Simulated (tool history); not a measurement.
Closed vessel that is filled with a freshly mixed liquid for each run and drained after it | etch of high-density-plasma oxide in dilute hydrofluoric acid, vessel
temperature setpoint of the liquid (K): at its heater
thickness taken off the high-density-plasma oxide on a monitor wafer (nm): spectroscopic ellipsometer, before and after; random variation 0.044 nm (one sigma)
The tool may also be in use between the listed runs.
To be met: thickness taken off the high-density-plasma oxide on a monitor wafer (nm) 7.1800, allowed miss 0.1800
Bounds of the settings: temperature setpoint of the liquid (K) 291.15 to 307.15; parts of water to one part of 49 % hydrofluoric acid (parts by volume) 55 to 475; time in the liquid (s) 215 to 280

run  hour  temperature setpoint of the liquid (K)  parts of water to one part of 49 % hydrofluoric acid (parts by volume)  time in the liquid (s)  thickness taken off the high-density-plasma oxide on a monitor wafer (nm)
  1   0.0                                  299.15                                                                     265                     280                                                                     4.8899
  2   7.5                                  297.65                                                                     265                     280                                                                     4.6911
  3  10.5                                  297.65                                                                     265                     215                                                                     3.5636
  4  11.6                                  297.65                                                                     265                     280                                                                     4.7074
  5  19.0                                  297.65                                                                     340                     280                                                                     3.4255
  6  25.1                                  299.15                                                                     325                     280                                                                     3.7847
  7  26.7                                  300.15                                                                     310                     280                                                                     4.1919
  8  31.2                                  301.15                                                                     300                     280                                                                     4.5142
  9  39.4                                  302.15                                                                     290                     280                                                                     4.8247
 10  44.0                                  302.65                                                                     280                     280                                                                     5.0905
 11  48.5                                  303.15                                                                     275                     280                                                                     5.3493
 12  50.6                                  303.65                                                                     270                     280                                                                     5.5381
 13  56.4                                  304.15                                                                     265                     280                                                                     5.8169

Which of these 4 next moves meets every target?
  A  62.2                                  303.65                                                                     205                     280                                                                          ?
  B  62.2                                  299.15                                                                     205                     280                                                                          ?
  C  62.2                                  307.15                                                                     255                     280                                                                          ?
  D  62.2                                  306.15                                                                     235                     275                                                                          ?

move  thickness taken off the high-density-plasma oxide on a monitor wafer (nm)
   A                                                                     7.8970
   B                                                                     6.7424
   C                                                                     6.6955
   D                                                                     7.0853
A: takes the result that was furthest off past its target
B: nearer than the last run, and not there yet
C: nearer than the last run, and not there yet
D: meets every target
Answer: D

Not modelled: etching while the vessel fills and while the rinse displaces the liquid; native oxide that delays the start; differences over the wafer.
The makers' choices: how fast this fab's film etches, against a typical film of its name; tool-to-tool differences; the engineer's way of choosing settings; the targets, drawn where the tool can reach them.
